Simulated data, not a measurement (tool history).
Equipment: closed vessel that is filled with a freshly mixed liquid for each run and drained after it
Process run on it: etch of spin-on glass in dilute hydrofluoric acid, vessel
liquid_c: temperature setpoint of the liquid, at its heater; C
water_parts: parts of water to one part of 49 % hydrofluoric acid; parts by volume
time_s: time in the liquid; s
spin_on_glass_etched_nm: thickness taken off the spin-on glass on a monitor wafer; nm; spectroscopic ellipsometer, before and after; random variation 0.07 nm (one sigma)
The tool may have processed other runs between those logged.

| run | hour | liquid_c | water_parts | time_s | spin_on_glass_etched_nm |
|---|---|---|---|---|---|
| 1 | 0 | 22 | 215 | 30 | 3.6019 |
| 2 | 7.4 | 22 | 215 | 30 | 3.5759 |
| 3 | 9.8 | 19 | 215 | 30 | 3.2162 |
| 4 | 19 | 19 | 275 | 30 | 2.3996 |
| 5 | 27.3 | 19 | 275 | 30 | 2.3538 |
| 6 | 29.7 | 20.5 | 255 | 30 | 2.7639 |
| 7 | 33.2 | 21.5 | 235 | 30 | 3.1971 |
| 8 | 40.4 | 22.5 | 220 | 30 | 3.5548 |

Expected results for the next run?
| 9 | 45.5 | 23.5 | 205 | 30 | ? |

{"run 9": {"spin_on_glass_etched_nm": 4.0163}}
